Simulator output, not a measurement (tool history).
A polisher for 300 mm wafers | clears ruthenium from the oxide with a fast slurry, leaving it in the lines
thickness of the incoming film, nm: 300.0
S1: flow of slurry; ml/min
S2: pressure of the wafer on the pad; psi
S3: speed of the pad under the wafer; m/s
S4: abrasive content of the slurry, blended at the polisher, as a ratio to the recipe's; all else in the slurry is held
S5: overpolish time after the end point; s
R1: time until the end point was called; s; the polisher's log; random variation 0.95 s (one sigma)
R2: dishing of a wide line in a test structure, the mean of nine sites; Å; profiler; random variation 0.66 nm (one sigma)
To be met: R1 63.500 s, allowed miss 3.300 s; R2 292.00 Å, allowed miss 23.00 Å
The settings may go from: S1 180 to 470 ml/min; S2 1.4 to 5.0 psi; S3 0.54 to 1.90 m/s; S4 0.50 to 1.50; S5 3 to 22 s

run	hour	S1	S2	S3	S4	S5	R1	R2
1	0.0	300	3.2	1.22	1.00	11	49.593	561.60
2	6.5	300	3.0	1.22	1.00	10	52.891	492.72
3	14.2	300	2.9	1.22	1.00	9	52.559	429.32
4	22.4	300	2.9	1.22	0.85	9	57.460	416.80
5	23.6	300	2.9	1.22	0.85	11	56.768	480.75
6	25.1	300	2.9	1.22	0.65	11	66.256	411.37
7	31.0	300	2.9	1.22	0.65	10	67.805	401.53
8	35.5	300	2.9	1.22	0.65	9	68.598	354.30
9	39.4	300	3.2	1.22	0.65	6	62.083	256.00

5 next moves are on the table. One of them brings every result within its allowed miss. Which?
A	43.3	310	2.8	1.52	0.50	6	?	?
B	43.3	335	3.7	1.22	0.50	7	?	?
C	43.3	265	3.1	1.12	0.95	6	?	?
D	43.3	280	3.6	1.22	0.55	5	?	?
E	43.3	310	2.9	1.32	0.60	6	?	?

move	R1	R2
A	65.140	247.19
B	63.650	291.83
C	57.518	277.80
D	62.329	216.91
E	65.062	247.47
A: further off than the last run
B: meets every target
C: brings the result that was furthest off to its target, and leaves another outside
D: further off than the last run
E: further off than the last run
The right move is B.
